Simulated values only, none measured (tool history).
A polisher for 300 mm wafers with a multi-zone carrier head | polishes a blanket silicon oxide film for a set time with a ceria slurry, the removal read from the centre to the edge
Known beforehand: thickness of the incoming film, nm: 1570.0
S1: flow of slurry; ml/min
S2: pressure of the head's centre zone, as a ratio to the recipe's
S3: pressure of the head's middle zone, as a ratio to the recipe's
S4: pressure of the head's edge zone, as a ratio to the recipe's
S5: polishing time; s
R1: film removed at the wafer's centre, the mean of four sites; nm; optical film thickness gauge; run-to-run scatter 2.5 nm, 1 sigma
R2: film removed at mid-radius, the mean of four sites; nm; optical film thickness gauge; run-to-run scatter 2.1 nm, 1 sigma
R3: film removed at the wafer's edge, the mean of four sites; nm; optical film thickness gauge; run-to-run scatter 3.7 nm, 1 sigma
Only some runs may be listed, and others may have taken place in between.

{"run": 1, "day": 0.0, "S1": 145, "S2": 1, "S3": 1, "S4": 1, "S5": 47, "R1": 384.21, "R2": 393.38, "R3": 399.26}
{"run": 2, "day": 0.342, "S1": 140, "S2": 0.98, "S3": 1.01, "S4": 0.95, "S5": 41, "R1": 323.12, "R2": 340.1, "R3": 327.92}
{"run": 3, "day": 0.583, "S1": 170, "S2": 0.98, "S3": 1.01, "S4": 0.95, "S5": 41, "R1": 338.53, "R2": 355.54, "R3": 336.97}
{"run": 4, "day": 0.812, "S1": 170, "S2": 0.98, "S3": 0.98, "S4": 0.95, "S5": 41, "R1": 338.38, "R2": 348.49, "R3": 340.4}
{"run": 5, "day": 0.908, "S1": 170, "S2": 0.91, "S3": 0.98, "S4": 0.95, "S5": 41, "R1": 309.68, "R2": 351.93, "R3": 340.48}
{"run": 6, "day": 1.067, "S1": 160, "S2": 0.91, "S3": 0.97, "S4": 0.91, "S5": 39, "R1": 296.77, "R2": 327.73, "R3": 319.49}
{"run": 7, "day": 1.238, "S1": 155, "S2": 0.91, "S3": 0.98, "S4": 0.88, "S5": 37, "R1": 275.07, "R2": 309.42, "R3": 293.94}

Run 8, settings as shown, results not yet in. Your forecast:
{"run": 8, "day": 1.517, "S1": 115, "S2": 0.97, "S3": 1, "S4": 0.81, "S5": 35, "R1": "?", "R2": "?", "R3": "?"}

R1: 260.76 nm
R2: 277.78 nm
R3: 256.5 nm
